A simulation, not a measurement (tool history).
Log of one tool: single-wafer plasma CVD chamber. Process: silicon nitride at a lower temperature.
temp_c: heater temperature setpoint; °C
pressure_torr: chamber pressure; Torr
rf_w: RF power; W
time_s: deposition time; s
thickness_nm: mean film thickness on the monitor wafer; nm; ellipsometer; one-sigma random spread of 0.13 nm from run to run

run  hour  temp_c  pressure_torr  rf_w  time_s  thickness_nm
  1   0.0     360           1.54   355    24.9        31.964
  2   3.1     360           1.48   345    24.9        30.497
  3   5.4     360           1.48   370    24.9        32.200
  4   9.5     360           1.42   365    24.9        31.827
  5  13.4     360           1.37   355    24.9        30.739
  6  17.8     360           1.32   350    24.9        29.963
  7  19.2     360           1.28   345    24.9        29.212
  8  27.7     360           1.24   340    24.9        28.648
  9  34.8     360           1.20   340    24.9        28.428
 10  40.8     360           1.17   340    24.9        28.435

Run 11, settings as shown, results not yet in. Your forecast:
 11  46.5     360           1.14   335    24.9             ?

thickness_nm: 27.586 nm
